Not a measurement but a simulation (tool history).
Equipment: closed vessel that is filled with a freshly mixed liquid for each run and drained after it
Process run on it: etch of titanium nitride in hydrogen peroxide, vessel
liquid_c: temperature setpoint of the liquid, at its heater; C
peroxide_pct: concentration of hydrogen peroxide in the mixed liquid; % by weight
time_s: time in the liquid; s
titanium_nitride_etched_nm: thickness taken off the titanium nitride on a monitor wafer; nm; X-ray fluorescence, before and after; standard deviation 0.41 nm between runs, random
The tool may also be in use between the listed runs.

| run | hour | liquid_c | peroxide_pct | time_s | titanium_nitride_etched_nm |
|---|---|---|---|---|---|
| 1 | 0 | 53 | 16 | 2180 | 66.145 |
| 2 | 7.9 | 53 | 14.5 | 2180 | 64.983 |
| 3 | 15 | 47.5 | 14.5 | 2180 | 43.936 |
| 4 | 18.4 | 41 | 14.5 | 2180 | 26.675 |
| 5 | 23.7 | 37 | 14.5 | 2180 | 19.79 |
| 6 | 27 | 37 | 14.5 | 2180 | 19.734 |

Run 7, settings as shown, results not yet in. Your forecast:
| 7 | 29.8 | 43 | 14.5 | 2180 | ? |

Run 7 yielded titanium_nitride_etched_nm 31.066 nm.
